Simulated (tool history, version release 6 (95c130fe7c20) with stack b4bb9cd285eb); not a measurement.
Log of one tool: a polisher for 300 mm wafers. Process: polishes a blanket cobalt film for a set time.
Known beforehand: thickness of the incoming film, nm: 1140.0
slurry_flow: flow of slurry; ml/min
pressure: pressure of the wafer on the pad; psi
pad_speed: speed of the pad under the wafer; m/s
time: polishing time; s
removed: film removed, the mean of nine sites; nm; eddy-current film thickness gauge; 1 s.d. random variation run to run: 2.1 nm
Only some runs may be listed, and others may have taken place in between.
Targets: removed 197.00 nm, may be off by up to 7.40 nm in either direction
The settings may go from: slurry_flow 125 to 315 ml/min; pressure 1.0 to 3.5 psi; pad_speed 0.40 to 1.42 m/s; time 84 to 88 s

Run 1, hour 0.0: slurry_flow 205 ml/min, pressure 2.2 psi, pad_speed 0.90 m/s, time 84 s. Result: removed 357.40 nm.
Run 2, hour 1.1: slurry_flow 205 ml/min, pressure 1.9 psi, pad_speed 0.88 m/s, time 84 s. Result: removed 305.06 nm.
Run 3, hour 2.0: slurry_flow 205 ml/min, pressure 1.7 psi, pad_speed 0.88 m/s, time 84 s. Result: removed 276.50 nm.
Run 4, hour 9.2: slurry_flow 205 ml/min, pressure 1.5 psi, pad_speed 0.88 m/s, time 84 s. Result: removed 244.68 nm.
Run 5, hour 14.7: slurry_flow 205 ml/min, pressure 2.0 psi, pad_speed 0.88 m/s, time 84 s. Result: removed 316.63 nm.
Run 6, hour 18.0: slurry_flow 205 ml/min, pressure 2.0 psi, pad_speed 0.88 m/s, time 88 s. Result: removed 338.38 nm.
Run 7, hour 24.0: slurry_flow 205 ml/min, pressure 1.8 psi, pad_speed 0.86 m/s, time 88 s. Result: removed 304.28 nm.
Run 8, hour 26.7: slurry_flow 205 ml/min, pressure 1.8 psi, pad_speed 0.86 m/s, time 88 s. Result: removed 296.58 nm.
Run 9, hour 27.4: slurry_flow 205 ml/min, pressure 1.6 psi, pad_speed 0.86 m/s, time 88 s. Result: removed 264.76 nm.

Next run, 5 choices. One meets every target within its allowed miss, the rest don't. Which?
Run A, hour 28.1: slurry_flow 210 ml/min, pressure 1.6 psi, pad_speed 0.64 m/s, time 85 s. Result: removed ?.
Run B, hour 28.1: slurry_flow 265 ml/min, pressure 1.2 psi, pad_speed 0.76 m/s, time 85 s. Result: removed ?.
Run C, hour 28.1: slurry_flow 200 ml/min, pressure 1.2 psi, pad_speed 0.76 m/s, time 85 s. Result: removed ?.
Run D, hour 28.1: slurry_flow 180 ml/min, pressure 1.2 psi, pad_speed 0.94 m/s, time 88 s. Result: removed ?.
Run E, hour 28.1: slurry_flow 205 ml/min, pressure 1.2 psi, pad_speed 0.82 m/s, time 84 s. Result: removed ?.

move  removed
   A   195.17
   B   179.42
   C   174.02
   D   218.39
   E   185.62
A: all results land within tolerance of their targets
B: takes the biggest miss from the last run beyond its target
C: takes the biggest miss from the last run beyond its target
D: nearer the targets than the last run, but a result is still out of spec
E: takes the biggest miss from the last run beyond its target
A meets every target.

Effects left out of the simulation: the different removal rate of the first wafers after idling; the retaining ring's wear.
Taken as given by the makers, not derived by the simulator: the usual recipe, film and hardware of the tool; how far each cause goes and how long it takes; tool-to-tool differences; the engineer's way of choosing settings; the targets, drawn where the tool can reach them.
